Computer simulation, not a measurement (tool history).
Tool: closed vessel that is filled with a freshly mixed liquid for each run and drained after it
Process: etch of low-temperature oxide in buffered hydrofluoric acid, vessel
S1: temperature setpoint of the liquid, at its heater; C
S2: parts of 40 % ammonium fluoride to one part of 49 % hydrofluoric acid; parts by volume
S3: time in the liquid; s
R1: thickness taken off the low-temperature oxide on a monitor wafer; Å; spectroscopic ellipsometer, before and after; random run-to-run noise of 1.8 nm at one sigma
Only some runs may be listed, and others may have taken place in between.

run,day,S1,S2,S3,R1
1,0,24,11,100,4448.7
2,0.288,24,12.5,100,3958.5
3,0.35,24,12.5,110,4325.5
4,0.404,24,12.5,110,4342.9
5,0.758,24,12.5,100,3950.6
6,0.929,23,12.5,100,3745.8
7,1.079,22.5,12.5,100,3609.4
8,1.138,22,12.5,100,3503.3

Run 9 comes next. What will it give?
9,1.421,21.5,12.5,100,?

Run 9 yielded R1 3429.8 Å.

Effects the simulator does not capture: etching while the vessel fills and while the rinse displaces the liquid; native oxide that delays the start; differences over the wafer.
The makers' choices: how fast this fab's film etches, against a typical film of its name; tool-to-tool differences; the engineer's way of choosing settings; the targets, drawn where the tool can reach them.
